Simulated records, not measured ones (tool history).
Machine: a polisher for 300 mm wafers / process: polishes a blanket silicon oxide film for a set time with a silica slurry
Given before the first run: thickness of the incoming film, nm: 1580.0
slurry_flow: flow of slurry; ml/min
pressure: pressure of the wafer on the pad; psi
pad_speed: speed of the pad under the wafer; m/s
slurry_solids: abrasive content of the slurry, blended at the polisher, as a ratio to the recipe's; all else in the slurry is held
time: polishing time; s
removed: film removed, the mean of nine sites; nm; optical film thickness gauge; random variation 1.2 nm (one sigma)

run    day  slurry_flow  pressure  pad_speed  slurry_solids  time  removed
  1  0.000          150       4.2       1.08            1.0    34  105.570
  2  0.033          150       4.2       1.08            0.8    34   99.128
  3  0.133          150       5.0       1.08            0.8    34  115.630
  4  0.329          155       5.1       1.08            0.8    34  118.750
  5  0.538          155       5.1       1.08            0.8    31  109.800
  6  0.783          190       5.1       1.08            0.8    31  112.670
  7  0.808          190       5.2       1.08            0.8    31  115.260

For run 8, what comes out?
  8  0.854          190       5.3       1.08            0.8    31        ?

Logged for run 8: removed 116.760 nm.
